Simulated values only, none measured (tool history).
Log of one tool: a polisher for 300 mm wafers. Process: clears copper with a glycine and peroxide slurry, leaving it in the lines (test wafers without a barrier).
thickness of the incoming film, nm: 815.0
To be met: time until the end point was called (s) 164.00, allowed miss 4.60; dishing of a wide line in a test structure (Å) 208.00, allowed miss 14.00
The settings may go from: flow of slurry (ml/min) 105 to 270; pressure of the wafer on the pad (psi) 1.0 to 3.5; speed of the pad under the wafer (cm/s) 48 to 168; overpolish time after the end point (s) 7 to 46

run  hour  flow of slurry (ml/min)  pressure of the wafer on the pad (psi)  speed of the pad under the wafer (cm/s)  overpolish time after the end point (s)  time until the end point was called (s)  dishing of a wide line in a test structure (Å)
  1   0.0                      175                                     2.2                                      108                                       24                                   170.30                                          397.74
  2   4.0                      165                                     2.1                                      114                                       22                                   172.32                                          390.66
  3   7.0                      165                                     1.6                                      114                                       22                                   212.32                                          357.50
  4  14.1                      175                                     1.6                                      116                                       20                                   206.12                                          351.72
  5  22.1                      185                                     1.6                                      118                                       19                                   203.00                                          330.43
  6  23.9                      195                                     1.6                                      122                                       18                                   194.06                                          342.38
  7  30.3                      205                                     1.6                                      124                                       17                                   194.65                                          326.80
  8  34.8                      255                                     1.1                                      154                                        7                                   208.78                                          166.86
  9  39.9                      255                                     1.2                                      154                                        7                                   197.73                                          174.30
 10  40.8                      260                                     1.7                                      154                                       13                                   149.50                                          323.55
 11  49.3                      255                                     1.7                                      156                                       12                                   150.03                                          303.30
 12  51.8                      205                                     1.7                                      168                                        7                                   144.81                                          224.65
 13  55.0                      195                                     1.6                                      166                                        8                                   155.06                                          231.21

5 next moves are on the table. One of them brings every result within its allowed miss. Which?
  A  58.2                      210                                     1.6                                      164                                        7                                        ?                                               ?
  B  58.2                      175                                     1.6                                      168                                        7                                        ?                                               ?
  C  58.2                      190                                     1.5                                      166                                        7                                        ?                                               ?
  D  58.2                      205                                     1.6                                      164                                        7                                        ?                                               ?
  E  58.2                      165                                     1.6                                      168                                        7                                        ?                                               ?

move  time until the end point was called (s)  dishing of a wide line in a test structure (Å)
   A                                   154.65                                          214.83
   B                                   155.76                                          213.53
   C                                   163.31                                          206.06
   D                                   155.15                                          214.32
   E                                   157.32                                          212.00
A: as far off as the last run
B: nearer than the last run, and not there yet
C: meets every target
D: as far off as the last run
E: nearer than the last run, and not there yet
Move C is the one to make.

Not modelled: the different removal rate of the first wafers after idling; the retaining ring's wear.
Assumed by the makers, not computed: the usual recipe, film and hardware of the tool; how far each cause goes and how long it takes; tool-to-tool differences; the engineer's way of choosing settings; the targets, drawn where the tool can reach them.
